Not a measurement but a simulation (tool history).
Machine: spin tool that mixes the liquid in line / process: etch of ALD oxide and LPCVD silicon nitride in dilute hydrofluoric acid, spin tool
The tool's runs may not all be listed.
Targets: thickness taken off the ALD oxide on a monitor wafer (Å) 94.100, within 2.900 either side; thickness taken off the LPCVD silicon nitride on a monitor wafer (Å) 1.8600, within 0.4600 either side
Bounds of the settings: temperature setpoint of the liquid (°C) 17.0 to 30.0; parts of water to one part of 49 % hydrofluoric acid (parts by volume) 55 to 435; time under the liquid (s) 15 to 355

run  hour  temperature setpoint of the liquid (°C)  parts of water to one part of 49 % hydrofluoric acid (parts by volume)  time under the liquid (s)  thickness taken off the ALD oxide on a monitor wafer (Å)  thickness taken off the LPCVD silicon nitride on a monitor wafer (Å)
  1   0.0                                     22.0                                                                     245                        180                                                   149.820                                                                3.0695
  2   2.6                                     21.0                                                                     265                        180                                                   133.380                                                                2.2025
  3  11.7                                     21.0                                                                     205                        180                                                   182.060                                                                3.4726
  4  15.0                                     21.5                                                                     245                        180                                                   148.050                                                                2.3960
  5  17.4                                     23.0                                                                     275                        175                                                   131.380                                                                3.0800
  6  21.4                                     23.0                                                                     205                        175                                                   189.860                                                                3.8072
  7  27.6                                     22.5                                                                     240                        175                                                   155.740                                                                3.5711
  8  34.4                                     22.0                                                                     265                        175                                                   133.950                                                                2.5809
  9  36.8                                     22.0                                                                     285                        175                                                   122.450                                                                2.6546

Which single option among these 4 for the next run brings every result within its allowed miss of target? Just one does.
  A  39.2                                     21.5                                                                     270                        120                                                         ?                                                                     ?
  B  39.2                                     24.0                                                                     340                        145                                                         ?                                                                     ?
  C  39.2                                     21.0                                                                     285                        130                                                         ?                                                                     ?
  D  39.2                                     22.0                                                                     250                        115                                                         ?                                                                     ?

move  thickness taken off the ALD oxide on a monitor wafer (Å)  thickness taken off the LPCVD silicon nitride on a monitor wafer (Å)
   A                                                    89.410                                                                1.7629
   B                                                    87.697                                                                1.9816
   C                                                    88.852                                                                1.7554
   D                                                    96.077                                                                1.8800
A: carries the result that was furthest off beyond its target, to the other side
B: carries the result that was furthest off beyond its target, to the other side
C: carries the result that was furthest off beyond its target, to the other side
D: in spec on every target
Correct choice: D, which meets every target

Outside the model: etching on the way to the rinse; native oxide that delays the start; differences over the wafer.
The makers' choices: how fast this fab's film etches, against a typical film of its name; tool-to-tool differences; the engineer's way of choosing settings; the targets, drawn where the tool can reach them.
